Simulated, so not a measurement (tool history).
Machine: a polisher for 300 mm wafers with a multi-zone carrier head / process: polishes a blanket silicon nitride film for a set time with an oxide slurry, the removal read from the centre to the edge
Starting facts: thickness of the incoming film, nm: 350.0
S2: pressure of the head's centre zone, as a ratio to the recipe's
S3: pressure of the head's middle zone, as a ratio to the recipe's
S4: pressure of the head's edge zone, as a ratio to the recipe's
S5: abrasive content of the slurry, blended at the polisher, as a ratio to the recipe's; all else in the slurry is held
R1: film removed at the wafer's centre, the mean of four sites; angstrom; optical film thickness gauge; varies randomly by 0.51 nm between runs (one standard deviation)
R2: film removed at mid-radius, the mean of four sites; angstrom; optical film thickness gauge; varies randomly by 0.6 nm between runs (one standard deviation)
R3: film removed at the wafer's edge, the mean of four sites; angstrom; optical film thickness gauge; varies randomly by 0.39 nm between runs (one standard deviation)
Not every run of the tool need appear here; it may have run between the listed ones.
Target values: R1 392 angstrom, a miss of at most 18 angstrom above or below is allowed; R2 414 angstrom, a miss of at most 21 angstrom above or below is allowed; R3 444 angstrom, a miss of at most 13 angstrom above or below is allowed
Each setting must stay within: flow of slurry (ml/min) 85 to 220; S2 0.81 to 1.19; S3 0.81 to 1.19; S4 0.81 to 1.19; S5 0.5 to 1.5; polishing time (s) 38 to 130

Run 1, day 0: flow of slurry (ml/min) 140, S2 1, S3 1, S4 1, S5 1, polishing time (s) 84. Result: R1 709.26 angstrom, R2 707.35 angstrom, R3 699.41 angstrom.
Run 2, day 0.038: flow of slurry (ml/min) 140, S2 1, S3 1, S4 1, S5 1, polishing time (s) 95. Result: R1 788.99 angstrom, R2 791.75 angstrom, R3 768.94 angstrom.
Run 3, day 0.071: flow of slurry (ml/min) 140, S2 1, S3 1, S4 1, S5 0.85, polishing time (s) 95. Result: R1 720.65 angstrom, R2 744.04 angstrom, R3 730.25 angstrom.
Run 4, day 0.412: flow of slurry (ml/min) 140, S2 1, S3 0.96, S4 1, S5 0.85, polishing time (s) 95. Result: R1 745.07 angstrom, R2 730.69 angstrom, R3 743.88 angstrom.
Run 5, day 0.471: flow of slurry (ml/min) 130, S2 0.98, S3 0.95, S4 0.99, S5 0.75, polishing time (s) 88. Result: R1 632.09 angstrom, R2 615.91 angstrom, R3 638.44 angstrom.
Run 6, day 0.567: flow of slurry (ml/min) 130, S2 0.91, S3 0.95, S4 0.99, S5 0.75, polishing time (s) 88. Result: R1 573.2 angstrom, R2 604.36 angstrom, R3 645 angstrom.
Run 7, day 0.608: flow of slurry (ml/min) 125, S2 0.9, S3 0.94, S4 0.97, S5 0.7, polishing time (s) 85. Result: R1 531.99 angstrom, R2 580.18 angstrom, R3 587.44 angstrom.
Run 8, day 0.842: flow of slurry (ml/min) 120, S2 0.89, S3 0.92, S4 0.96, S5 0.65, polishing time (s) 82. Result: R1 494.22 angstrom, R2 515.63 angstrom, R3 539.66 angstrom.
Run 9, day 1.133: flow of slurry (ml/min) 115, S2 0.87, S3 0.91, S4 0.95, S5 0.6, polishing time (s) 81. Result: R1 446.61 angstrom, R2 491.08 angstrom, R3 510.54 angstrom.
Run 10, day 1.467: flow of slurry (ml/min) 110, S2 0.87, S3 0.89, S4 0.94, S5 0.6, polishing time (s) 81. Result: R1 445.29 angstrom, R2 479.48 angstrom, R3 504.18 angstrom.
Run 11, day 1.842: flow of slurry (ml/min) 90, S2 0.83, S3 0.82, S4 0.87, S5 0.5, polishing time (s) 78. Result: R1 352.65 angstrom, R2 363.09 angstrom, R3 417.61 angstrom.
Run 12, day 2.05: flow of slurry (ml/min) 100, S2 0.83, S3 0.83, S4 0.87, S5 0.5, polishing time (s) 78. Result: R1 366.21 angstrom, R2 378.3 angstrom, R3 432.84 angstrom.

Exactly one of the 5 candidate moves below puts every result within its allowed miss. Which one?
Run A, day 2.258: flow of slurry (ml/min) 105, S2 0.82, S3 0.81, S4 0.88, S5 0.5, polishing time (s) 75. Result: R1 ?, R2 ?, R3 ?.
Run B, day 2.258: flow of slurry (ml/min) 85, S2 0.88, S3 0.89, S4 0.87, S5 0.55, polishing time (s) 80. Result: R1 ?, R2 ?, R3 ?.
Run C, day 2.258: flow of slurry (ml/min) 95, S2 0.87, S3 1.01, S4 0.97, S5 0.65, polishing time (s) 65. Result: R1 ?, R2 ?, R3 ?.
Run D, day 2.258: flow of slurry (ml/min) 85, S2 0.85, S3 1.02, S4 0.84, S5 0.5, polishing time (s) 82. Result: R1 ?, R2 ?, R3 ?.
Run E, day 2.258: flow of slurry (ml/min) 85, S2 0.87, S3 1.16, S4 0.84, S5 0.55, polishing time (s) 75. Result: R1 ?, R2 ?, R3 ?.

move      R1      R2      R3
   A  347.54  367.37  417.33
   B  379.17  407.97  437.44
   C  342.66  411.27  410.53
   D  361.33  451.01  423.85
   E  352.06  478.63  402.25
A: its largest miss is bigger than the last run's
B: meets every target
C: meets the target for the result that was furthest off, but another lies outside its allowed miss
D: moves the result that the last run missed by most past its target, out the other side
E: moves the result that the last run missed by most past its target, out the other side
So the answer is move B, the one that meets all the targets.
